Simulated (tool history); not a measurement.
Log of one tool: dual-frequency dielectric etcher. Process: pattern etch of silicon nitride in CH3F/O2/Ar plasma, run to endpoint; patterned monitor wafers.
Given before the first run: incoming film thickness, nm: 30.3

run	day	source power (kW)	bias power (kW)	endpoint time (s)
1	0	0.43	0.054	47.018
2	0.254	0.43	0.062	45.167
3	0.346	0.45	0.063	43.611
4	0.692	0.46	0.064	42.876
5	0.888	0.43	0.064	44.406
6	1.158	0.38	0.064	48.053
7	1.204	0.4	0.065	46.258
8	1.538	0.42	0.066	44.696
9	1.833	0.44	0.066	43.831
10	2.204	0.45	0.066	42.987
11	2.479	0.46	0.066	42.097
12	2.812	0.47	0.066	41.738
13	2.854	0.48	0.066	41.197

What does the tool deliver on the next run?
14	3.2	0.49	0.066	?

endpoint time (s): 41.105
